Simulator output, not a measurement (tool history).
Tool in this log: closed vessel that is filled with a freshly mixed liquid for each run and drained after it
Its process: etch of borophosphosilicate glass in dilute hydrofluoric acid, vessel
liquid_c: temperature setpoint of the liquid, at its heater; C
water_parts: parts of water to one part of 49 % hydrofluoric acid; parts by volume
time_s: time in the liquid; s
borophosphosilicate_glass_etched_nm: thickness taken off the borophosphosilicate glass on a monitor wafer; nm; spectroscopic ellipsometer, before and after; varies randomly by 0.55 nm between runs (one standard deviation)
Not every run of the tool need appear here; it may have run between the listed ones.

run	day	liquid_c	water_parts	time_s	borophosphosilicate_glass_etched_nm
1	0.000	26.0	80	95	67.537
2	0.129	22.5	80	95	58.154
3	0.354	25.0	80	95	63.971
4	0.650	23.0	80	95	59.164
5	0.825	25.5	80	95	65.973
6	0.942	27.0	80	95	70.118
7	1.067	28.5	80	95	73.495
8	1.212	29.5	80	95	76.515
9	1.508	30.5	80	95	79.527
10	1.596	31.0	80	95	81.933
11	1.862	31.5	80	95	82.672

What will run 12 give?
12	2.096	32.0	80	95	?

Run 12 gave borophosphosilicate_glass_etched_nm 84.127 nm.
